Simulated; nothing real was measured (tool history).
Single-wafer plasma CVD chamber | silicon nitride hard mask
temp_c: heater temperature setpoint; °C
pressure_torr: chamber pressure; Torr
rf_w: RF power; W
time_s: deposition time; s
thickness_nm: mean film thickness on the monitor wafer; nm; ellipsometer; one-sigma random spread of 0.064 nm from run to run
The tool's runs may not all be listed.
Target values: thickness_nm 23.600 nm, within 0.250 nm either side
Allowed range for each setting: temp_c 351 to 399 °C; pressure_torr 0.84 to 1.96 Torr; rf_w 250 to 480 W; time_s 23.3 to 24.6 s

run,hour,temp_c,pressure_torr,rf_w,time_s,thickness_nm
1,0.0,375,1.40,365,24.6,29.762
2,7.2,375,1.40,325,24.6,27.214
3,11.8,375,1.40,365,24.6,29.726
4,18.2,375,1.24,350,24.6,28.162
5,25.9,370,1.24,350,24.6,28.248
6,33.9,371,1.12,335,24.6,26.717
7,40.3,371,1.04,325,24.6,25.790
8,44.1,371,0.98,315,24.6,24.879

Exercise: of the 5 proposed moves below, exactly one satisfies all targets within the stated allowed misses. Which move is it?
A,47.9,363,1.04,320,23.3,?
B,47.9,355,0.84,325,24.0,?
C,47.9,365,1.12,305,23.3,?
D,47.9,372,1.05,320,23.4,?
E,47.9,367,0.99,305,24.6,?

move,thickness_nm
A,24.218
B,24.337
C,23.609
D,24.268
E,24.327
A: an improvement on the last run, though not all results are within tolerance
B: an improvement on the last run, though not all results are within tolerance
C: every result lands within tolerance
D: an improvement on the last run, though not all results are within tolerance
E: an improvement on the last run, though not all results are within tolerance
The move that meets every target is C.

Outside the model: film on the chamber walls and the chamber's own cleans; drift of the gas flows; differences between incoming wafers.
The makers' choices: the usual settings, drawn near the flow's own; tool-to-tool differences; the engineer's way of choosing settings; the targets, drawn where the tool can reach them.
